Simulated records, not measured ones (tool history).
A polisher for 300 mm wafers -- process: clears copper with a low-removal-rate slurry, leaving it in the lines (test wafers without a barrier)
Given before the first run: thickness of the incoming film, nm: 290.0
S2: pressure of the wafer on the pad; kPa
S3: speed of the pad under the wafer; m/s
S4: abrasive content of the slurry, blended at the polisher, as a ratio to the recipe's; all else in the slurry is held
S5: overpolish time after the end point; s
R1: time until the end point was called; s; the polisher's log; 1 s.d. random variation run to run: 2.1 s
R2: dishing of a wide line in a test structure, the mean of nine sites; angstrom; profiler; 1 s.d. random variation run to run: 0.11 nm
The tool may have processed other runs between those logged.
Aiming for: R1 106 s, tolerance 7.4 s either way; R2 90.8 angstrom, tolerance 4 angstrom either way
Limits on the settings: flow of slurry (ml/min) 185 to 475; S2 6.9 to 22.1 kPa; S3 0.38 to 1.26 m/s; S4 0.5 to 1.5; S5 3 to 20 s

run 1 hour=0 | flow_of_slurry_(ml/min)=305 S2=14.5 S3=0.82 S4=1 S5=10 | R1=195.72 R2=101.3
run 2 hour=8.6 | flow_of_slurry_(ml/min)=305 S2=15.9 S3=0.82 S4=1 S5=9 | R1=173.32 R2=97.698
run 3 hour=16.5 | flow_of_slurry_(ml/min)=305 S2=13.1 S3=0.82 S4=1 S5=9 | R1=208.36 R2=84.54
run 4 hour=24.5 | flow_of_slurry_(ml/min)=305 S2=14.5 S3=0.82 S4=1 S5=8 | R1=190.13 R2=83.05
run 5 hour=25.8 | flow_of_slurry_(ml/min)=305 S2=15.9 S3=0.82 S4=1 S5=7 | R1=169.71 R2=78.875
run 6 hour=30.7 | flow_of_slurry_(ml/min)=305 S2=17.2 S3=0.82 S4=1 S5=7 | R1=167.3 R2=85.177
run 7 hour=34.2 | flow_of_slurry_(ml/min)=305 S2=17.9 S3=0.84 S4=1 S5=6 | R1=149.25 R2=77.852
run 8 hour=34.9 | flow_of_slurry_(ml/min)=305 S2=18.6 S3=0.86 S4=1 S5=6 | R1=138.27 R2=84.442
run 9 hour=35.9 | flow_of_slurry_(ml/min)=310 S2=22.1 S3=0.88 S4=1 S5=4 | R1=116.26 R2=69.293
run 10 hour=39 | flow_of_slurry_(ml/min)=310 S2=21.4 S3=0.9 S4=1 S5=4 | R1=120.94 R2=65.749
run 11 hour=47.3 | flow_of_slurry_(ml/min)=310 S2=21.4 S3=0.92 S4=1 S5=4 | R1=122.44 R2=68.2
run 12 hour=52.7 | flow_of_slurry_(ml/min)=310 S2=21.4 S3=0.94 S4=1 S5=4 | R1=117.44 R2=69.64
run 13 hour=56.6 | flow_of_slurry_(ml/min)=310 S2=21.4 S3=0.98 S4=1 S5=4 | R1=109.1 R2=70.464
run 14 hour=62.1 | flow_of_slurry_(ml/min)=310 S2=21.4 S3=1 S4=1 S5=4 | R1=110.71 R2=71.653
run 15 hour=64.6 | flow_of_slurry_(ml/min)=310 S2=21.4 S3=1.02 S4=1 S5=4 | R1=108.58 R2=72.966
run 16 hour=68.8 | flow_of_slurry_(ml/min)=310 S2=21.4 S3=1.04 S4=1 S5=4 | R1=109.86 R2=75.644
run 17 hour=70.2 | flow_of_slurry_(ml/min)=310 S2=21.4 S3=1.06 S4=1 S5=4 | R1=105.71 R2=75.947
run 18 hour=78.5 | flow_of_slurry_(ml/min)=310 S2=21.4 S3=1.08 S4=1 S5=4 | R1=102.59 R2=78.663
run 19 hour=79.2 | flow_of_slurry_(ml/min)=310 S2=21.4 S3=1.1 S4=1 S5=4 | R1=100.32 R2=77.747
run 20 hour=87.6 | flow_of_slurry_(ml/min)=310 S2=20.7 S3=1.12 S4=1 S5=4 | R1=104.16 R2=77.772
run 21 hour=93.7 | flow_of_slurry_(ml/min)=310 S2=20.7 S3=1.14 S4=1 S5=4 | R1=102.41 R2=77.747

Which single option among these 4 for the next run brings every result within its allowed miss of target? Just one does.
run A hour=99.8 | flow_of_slurry_(ml/min)=380 S2=15.9 S3=1.16 S4=0.95 S5=6 | R1=? R2=?
run B hour=99.8 | flow_of_slurry_(ml/min)=330 S2=18.6 S3=0.98 S4=1 S5=6 | R1=? R2=?
run C hour=99.8 | flow_of_slurry_(ml/min)=320 S2=18.6 S3=1.02 S4=0.75 S5=7 | R1=? R2=?
run D hour=99.8 | flow_of_slurry_(ml/min)=320 S2=19.3 S3=1.22 S4=0.75 S5=5 | R1=? R2=?

move=A R1=127.3 R2=90.491
move=B R1=128.09 R2=90.282
move=C R1=131.76 R2=100.12
move=D R1=107.7 R2=89.664
A: meets the target for the result that was furthest off, but another lies outside its allowed miss
B: meets the target for the result that was furthest off, but another lies outside its allowed miss
C: takes the biggest miss from the last run beyond its target
D: each result inside its tolerance
Answer: D
